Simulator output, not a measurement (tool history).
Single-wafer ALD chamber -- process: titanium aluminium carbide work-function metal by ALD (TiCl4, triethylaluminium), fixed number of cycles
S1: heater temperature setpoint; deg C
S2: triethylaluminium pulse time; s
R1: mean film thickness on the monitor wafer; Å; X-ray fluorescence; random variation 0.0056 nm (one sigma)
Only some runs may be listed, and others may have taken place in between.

run 1 hour=0.0 | S1=295 S2=13.08 | R1=20.129
run 2 hour=7.5 | S1=295 S2=15.81 | R1=20.346
run 3 hour=11.1 | S1=295 S2=18.46 | R1=20.286
run 4 hour=14.8 | S1=292 S2=16.90 | R1=20.049
run 5 hour=17.9 | S1=281 S2=16.90 | R1=19.097
run 6 hour=20.7 | S1=280 S2=15.52 | R1=18.864
run 7 hour=22.4 | S1=271 S2=11.34 | R1=17.773

Expected results for the next run?
run 8 hour=28.4 | S1=271 S2=11.34 | R1=?

R1: 17.805 Å

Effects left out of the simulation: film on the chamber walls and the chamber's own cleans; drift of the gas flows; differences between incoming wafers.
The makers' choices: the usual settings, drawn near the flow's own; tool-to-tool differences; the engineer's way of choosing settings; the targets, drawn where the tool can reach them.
